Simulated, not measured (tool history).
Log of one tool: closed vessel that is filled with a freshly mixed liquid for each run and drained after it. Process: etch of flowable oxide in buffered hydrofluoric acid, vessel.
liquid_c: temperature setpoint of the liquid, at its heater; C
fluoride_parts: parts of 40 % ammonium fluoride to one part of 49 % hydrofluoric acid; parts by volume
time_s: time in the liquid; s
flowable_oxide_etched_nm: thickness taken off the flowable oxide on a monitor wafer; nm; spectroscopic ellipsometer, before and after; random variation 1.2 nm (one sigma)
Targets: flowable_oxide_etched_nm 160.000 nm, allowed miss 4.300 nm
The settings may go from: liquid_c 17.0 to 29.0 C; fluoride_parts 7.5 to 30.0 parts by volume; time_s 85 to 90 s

run 1 hour=0.0 | liquid_c=21.0 fluoride_parts=20.5 time_s=85 | flowable_oxide_etched_nm=84.882
run 2 hour=4.4 | liquid_c=19.5 fluoride_parts=20.5 time_s=85 | flowable_oxide_etched_nm=79.837
run 3 hour=7.2 | liquid_c=20.5 fluoride_parts=19.5 time_s=85 | flowable_oxide_etched_nm=84.772
run 4 hour=11.1 | liquid_c=20.5 fluoride_parts=14.5 time_s=85 | flowable_oxide_etched_nm=113.570
run 5 hour=14.6 | liquid_c=20.5 fluoride_parts=20.0 time_s=85 | flowable_oxide_etched_nm=84.551
run 6 hour=17.8 | liquid_c=21.5 fluoride_parts=19.5 time_s=85 | flowable_oxide_etched_nm=92.117
-- hour=23.9 hydrofluoric acid flow meter replaced
run 7 hour=23.9 | liquid_c=22.5 fluoride_parts=19.0 time_s=85 | flowable_oxide_etched_nm=102.680
run 8 hour=28.9 | liquid_c=23.5 fluoride_parts=19.0 time_s=85 | flowable_oxide_etched_nm=108.400
run 9 hour=30.4 | liquid_c=24.0 fluoride_parts=19.0 time_s=85 | flowable_oxide_etched_nm=113.410
run 10 hour=31.6 | liquid_c=24.5 fluoride_parts=19.0 time_s=85 | flowable_oxide_etched_nm=115.420
run 11 hour=32.4 | liquid_c=25.0 fluoride_parts=19.0 time_s=85 | flowable_oxide_etched_nm=117.930
run 12 hour=39.8 | liquid_c=25.5 fluoride_parts=19.0 time_s=85 | flowable_oxide_etched_nm=122.330
run 13 hour=45.2 | liquid_c=26.0 fluoride_parts=19.0 time_s=85 | flowable_oxide_etched_nm=125.720
run 14 hour=53.1 | liquid_c=29.0 fluoride_parts=16.5 time_s=85 | flowable_oxide_etched_nm=169.440

5 next moves are on the table. One of them brings every result within its allowed miss. Which?
run A hour=61.0 | liquid_c=26.0 fluoride_parts=14.0 time_s=90 | flowable_oxide_etched_nm=?
run B hour=61.0 | liquid_c=29.0 fluoride_parts=18.5 time_s=90 | flowable_oxide_etched_nm=?
run C hour=61.0 | liquid_c=29.0 fluoride_parts=16.5 time_s=90 | flowable_oxide_etched_nm=?
run D hour=61.0 | liquid_c=29.0 fluoride_parts=19.5 time_s=90 | flowable_oxide_etched_nm=?
run E hour=61.0 | liquid_c=28.0 fluoride_parts=15.5 time_s=90 | flowable_oxide_etched_nm=?

move=A flowable_oxide_etched_nm=176.060
move=B flowable_oxide_etched_nm=157.180
move=C flowable_oxide_etched_nm=175.890
move=D flowable_oxide_etched_nm=149.250
move=E flowable_oxide_etched_nm=177.350
A: further off than the last run
B: meets every target
C: further off than the last run
D: takes the result that was furthest off past its target
E: further off than the last run
The right move is B.

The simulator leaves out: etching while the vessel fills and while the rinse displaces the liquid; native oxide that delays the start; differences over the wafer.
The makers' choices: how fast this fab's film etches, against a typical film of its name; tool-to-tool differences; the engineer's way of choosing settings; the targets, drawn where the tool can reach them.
